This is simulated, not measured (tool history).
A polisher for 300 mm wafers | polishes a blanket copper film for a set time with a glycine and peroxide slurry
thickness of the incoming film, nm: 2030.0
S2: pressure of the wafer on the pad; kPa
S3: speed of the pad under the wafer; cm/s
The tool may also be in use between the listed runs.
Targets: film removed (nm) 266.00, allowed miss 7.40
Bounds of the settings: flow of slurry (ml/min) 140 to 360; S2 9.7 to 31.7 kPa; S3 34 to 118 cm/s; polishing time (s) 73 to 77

Run 1, hour 0.0: flow of slurry (ml/min) 230, S2 20.7 kPa, S3 76 cm/s, polishing time (s) 73. Result: film removed (nm) 307.46.
Run 2, hour 7.3: flow of slurry (ml/min) 285, S2 20.7 kPa, S3 76 cm/s, polishing time (s) 73. Result: film removed (nm) 315.54.
Run 3, hour 11.7: flow of slurry (ml/min) 285, S2 20.0 kPa, S3 76 cm/s, polishing time (s) 73. Result: film removed (nm) 313.00.
Run 4, hour 18.3: flow of slurry (ml/min) 280, S2 19.3 kPa, S3 76 cm/s, polishing time (s) 73. Result: film removed (nm) 301.72.
Run 5, hour 24.4: flow of slurry (ml/min) 280, S2 19.3 kPa, S3 76 cm/s, polishing time (s) 73. Result: film removed (nm) 303.70.
Run 6, hour 25.2: flow of slurry (ml/min) 320, S2 19.3 kPa, S3 76 cm/s, polishing time (s) 73. Result: film removed (nm) 309.15.
Run 7, hour 28.7: flow of slurry (ml/min) 315, S2 18.6 kPa, S3 76 cm/s, polishing time (s) 73. Result: film removed (nm) 302.33.
Run 8, hour 30.3: flow of slurry (ml/min) 315, S2 18.6 kPa, S3 76 cm/s, polishing time (s) 73. Result: film removed (nm) 299.10.
Run 9, hour 38.3: flow of slurry (ml/min) 310, S2 18.6 kPa, S3 76 cm/s, polishing time (s) 73. Result: film removed (nm) 299.86.
Run 10, hour 46.4: flow of slurry (ml/min) 305, S2 18.6 kPa, S3 76 cm/s, polishing time (s) 73. Result: film removed (nm) 301.99.
Run 11, hour 55.4: flow of slurry (ml/min) 300, S2 17.9 kPa, S3 76 cm/s, polishing time (s) 73. Result: film removed (nm) 293.21.
Run 12, hour 60.9: flow of slurry (ml/min) 295, S2 17.9 kPa, S3 76 cm/s, polishing time (s) 73. Result: film removed (nm) 291.26.
Run 13, hour 63.2: flow of slurry (ml/min) 290, S2 17.9 kPa, S3 76 cm/s, polishing time (s) 73. Result: film removed (nm) 294.08.
Run 14, hour 71.1: flow of slurry (ml/min) 290, S2 17.9 kPa, S3 76 cm/s, polishing time (s) 73. Result: film removed (nm) 292.18.
Run 15, hour 74.0: flow of slurry (ml/min) 280, S2 16.5 kPa, S3 76 cm/s, polishing time (s) 73. Result: film removed (nm) 278.25.

5 next moves are on the table. One of them brings every result within its allowed miss. Which?
Run A, hour 76.9: flow of slurry (ml/min) 310, S2 14.5 kPa, S3 84 cm/s, polishing time (s) 76. Result: film removed (nm) ?.
Run B, hour 76.9: flow of slurry (ml/min) 305, S2 13.1 kPa, S3 78 cm/s, polishing time (s) 77. Result: film removed (nm) ?.
Run C, hour 76.9: flow of slurry (ml/min) 275, S2 16.5 kPa, S3 74 cm/s, polishing time (s) 77. Result: film removed (nm) ?.
Run D, hour 76.9: flow of slurry (ml/min) 345, S2 12.4 kPa, S3 98 cm/s, polishing time (s) 76. Result: film removed (nm) ?.
Run E, hour 76.9: flow of slurry (ml/min) 235, S2 17.9 kPa, S3 78 cm/s, polishing time (s) 74. Result: film removed (nm) ?.

move  film removed (nm)
   A             281.63
   B             261.06
   C             284.06
   D             284.73
   E             286.42
A: further off than the last run
B: meets every target
C: further off than the last run
D: further off than the last run
E: further off than the last run
The right move is B.
